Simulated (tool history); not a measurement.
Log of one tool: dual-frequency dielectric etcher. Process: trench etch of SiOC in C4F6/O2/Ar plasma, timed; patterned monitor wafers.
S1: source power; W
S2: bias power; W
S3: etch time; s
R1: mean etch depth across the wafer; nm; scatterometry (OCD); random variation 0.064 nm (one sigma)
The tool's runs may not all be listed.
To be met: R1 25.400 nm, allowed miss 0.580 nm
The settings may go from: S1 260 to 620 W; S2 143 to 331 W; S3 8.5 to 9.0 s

run 1 hour=0.0 | S1=440 S2=237 S3=9.0 | R1=21.673
run 2 hour=4.3 | S1=440 S2=237 S3=8.5 | R1=20.406
run 3 hour=7.5 | S1=440 S2=211 S3=8.5 | R1=19.625
run 4 hour=14.3 | S1=480 S2=227 S3=8.5 | R1=20.929
run 5 hour=18.0 | S1=480 S2=204 S3=8.5 | R1=20.196
run 6 hour=19.8 | S1=480 S2=204 S3=9.0 | R1=21.475
run 7 hour=23.6 | S1=570 S2=251 S3=9.0 | R1=24.476
run 8 hour=25.1 | S1=580 S2=252 S3=9.0 | R1=24.630

5 next moves are on the table. One of them brings every result within its allowed miss. Which?
run A hour=26.6 | S1=540 S2=246 S3=9.0 | R1=?
run B hour=26.6 | S1=570 S2=269 S3=8.5 | R1=?
run C hour=26.6 | S1=610 S2=244 S3=8.5 | R1=?
run D hour=26.6 | S1=600 S2=261 S3=9.0 | R1=?
run E hour=26.6 | S1=610 S2=241 S3=8.5 | R1=?

move=A R1=23.735
move=B R1=23.587
move=C R1=23.465
move=D R1=25.232
move=E R1=23.371
A: further off than the last run
B: further off than the last run
C: further off than the last run
D: meets every target
E: further off than the last run
Answer: D
